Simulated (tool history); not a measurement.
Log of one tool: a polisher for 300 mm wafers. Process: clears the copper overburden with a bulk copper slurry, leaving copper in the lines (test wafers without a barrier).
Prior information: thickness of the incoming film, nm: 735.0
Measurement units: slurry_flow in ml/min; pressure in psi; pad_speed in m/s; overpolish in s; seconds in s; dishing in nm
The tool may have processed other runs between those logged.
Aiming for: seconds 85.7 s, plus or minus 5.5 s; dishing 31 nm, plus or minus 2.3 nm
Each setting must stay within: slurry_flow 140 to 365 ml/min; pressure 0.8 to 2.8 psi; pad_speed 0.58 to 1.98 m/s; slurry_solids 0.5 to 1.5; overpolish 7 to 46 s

| run | hour | slurry_flow | pressure | pad_speed | slurry_solids | overpolish | seconds | dishing |
|---|---|---|---|---|---|---|---|---|
| 1 | 0 | 235 | 1.8 | 1.28 | 1 | 24 | 116.86 | 38.708 |
| 2 | 2.6 | 235 | 1.8 | 1.28 | 1.1 | 24 | 119.43 | 40.695 |
| 3 | 9.7 | 235 | 1.8 | 1.32 | 1 | 21 | 115.5 | 38.223 |
| 4 | 12.7 | 235 | 1.8 | 1.6 | 1 | 21 | 97.968 | 39.684 |
| 5 | 13.4 | 235 | 1.6 | 1.6 | 1 | 21 | 107.37 | 37.898 |
| 6 | 21 | 235 | 1.6 | 1.78 | 1 | 21 | 99.292 | 39.04 |
| 7 | 23 | 250 | 1.6 | 1.82 | 0.9 | 18 | 97.363 | 38.235 |
| 8 | 26.9 | 240 | 1.6 | 1.84 | 0.85 | 16 | 98.379 | 39.102 |
| 9 | 32.9 | 265 | 1.5 | 1.86 | 0.95 | 14 | 102.36 | 36.511 |

Which of these 5 next moves meets every target?
| A | 38.9 | 270 | 1.4 | 1.62 | 0.9 | 16 | ? | ? |
| B | 38.9 | 365 | 1.5 | 1.98 | 1.2 | 7 | ? | ? |
| C | 38.9 | 275 | 1.5 | 1.98 | 0.65 | 22 | ? | ? |
| D | 38.9 | 265 | 1.4 | 1.98 | 1.1 | 11 | ? | ? |
| E | 38.9 | 170 | 1.9 | 1.46 | 0.5 | 46 | ? | ? |

| move | seconds | dishing |
|---|---|---|
| A | 121.34 | 35.954 |
| B | 85.498 | 30.533 |
| C | 103.52 | 39.24 |
| D | 95.945 | 34.557 |
| E | 126.74 | 41.179 |
A: moves away from the targets compared with the last run
B: all results in spec
C: moves away from the targets compared with the last run
D: an improvement on the last run, though not all results are within tolerance
E: moves away from the targets compared with the last run
Go with B: it meets all targets.
